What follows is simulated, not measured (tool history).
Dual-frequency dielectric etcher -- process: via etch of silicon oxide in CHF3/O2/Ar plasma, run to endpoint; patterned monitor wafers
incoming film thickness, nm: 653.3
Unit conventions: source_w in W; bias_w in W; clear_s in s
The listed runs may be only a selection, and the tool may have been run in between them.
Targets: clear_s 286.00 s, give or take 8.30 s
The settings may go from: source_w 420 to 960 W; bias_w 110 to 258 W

Run 1, hour 0.0: source_w 690 W, bias_w 184 W. Result: clear_s 321.74 s.
Run 2, hour 7.4: source_w 720 W, bias_w 187 W. Result: clear_s 314.22 s.
Run 3, hour 15.6: source_w 740 W, bias_w 189 W. Result: clear_s 308.88 s.
Run 4, hour 17.1: source_w 660 W, bias_w 189 W. Result: clear_s 330.70 s.
Run 5, hour 25.8: source_w 540 W, bias_w 189 W. Result: clear_s 370.91 s.
Run 6, hour 27.3: source_w 540 W, bias_w 214 W. Result: clear_s 352.00 s.
Run 7, hour 30.2: source_w 580 W, bias_w 216 W. Result: clear_s 340.75 s.
Run 8, hour 38.2: source_w 610 W, bias_w 218 W. Result: clear_s 327.85 s.
Run 9, hour 46.1: source_w 630 W, bias_w 220 W. Result: clear_s 320.59 s.
Run 10, hour 51.7: source_w 650 W, bias_w 221 W. Result: clear_s 313.54 s.
Run 11, hour 55.9: source_w 670 W, bias_w 222 W. Result: clear_s 309.76 s.
Run 12, hour 62.6: source_w 680 W, bias_w 223 W. Result: clear_s 311.71 s.
Run 13, hour 66.0: source_w 820 W, bias_w 244 W. Result: clear_s 273.37 s.
Run 14, hour 67.4: source_w 810 W, bias_w 243 W. Result: clear_s 273.55 s.
Run 15, hour 73.6: source_w 800 W, bias_w 242 W. Result: clear_s 277.78 s.

Consider the 5 candidate settings below. Which is the only one whose results all fall within their allowed miss of target?
Run A, hour 79.8: source_w 800 W, bias_w 256 W. Result: clear_s ?.
Run B, hour 79.8: source_w 800 W, bias_w 258 W. Result: clear_s ?.
Run C, hour 79.8: source_w 850 W, bias_w 228 W. Result: clear_s ?.
Run D, hour 79.8: source_w 840 W, bias_w 240 W. Result: clear_s ?.
Run E, hour 79.8: source_w 730 W, bias_w 254 W. Result: clear_s ?.

move  clear_s
   A   268.15
   B   267.49
   C   269.69
   D   267.04
   E   281.65
A: lands further from the targets than the last run did
B: lands further from the targets than the last run did
C: lands further from the targets than the last run did
D: lands further from the targets than the last run did
E: each result inside its tolerance
The move that meets every target is E.
